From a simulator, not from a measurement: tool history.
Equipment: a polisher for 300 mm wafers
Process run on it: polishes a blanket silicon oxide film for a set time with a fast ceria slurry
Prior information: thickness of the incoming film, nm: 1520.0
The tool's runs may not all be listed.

run,hour,flow of slurry (ml/min),pressure of the wafer on the pad (psi),speed of the pad under the wafer (m/s),polishing time (s),film removed (Å)
1,0.0,270,3.2,1.30,33,8361.7
2,2.1,270,3.2,1.42,33,9292.7
3,7.9,270,3.0,1.42,33,8651.1
4,14.6,270,3.0,1.42,35,9326.6
5,22.1,270,2.9,1.42,35,9038.1
6,27.4,270,3.4,1.42,35,10409.0
7,28.0,270,3.2,1.42,35,9803.3
8,34.2,270,3.0,1.42,35,9255.5
9,37.4,270,2.8,1.42,35,8558.5
10,44.6,270,2.7,1.42,35,8279.8

Run 11 has not been measured yet. What should we expect?
11,45.8,270,2.6,1.42,35,?

{"run 11": {"film removed (Å)": 7936.2}}
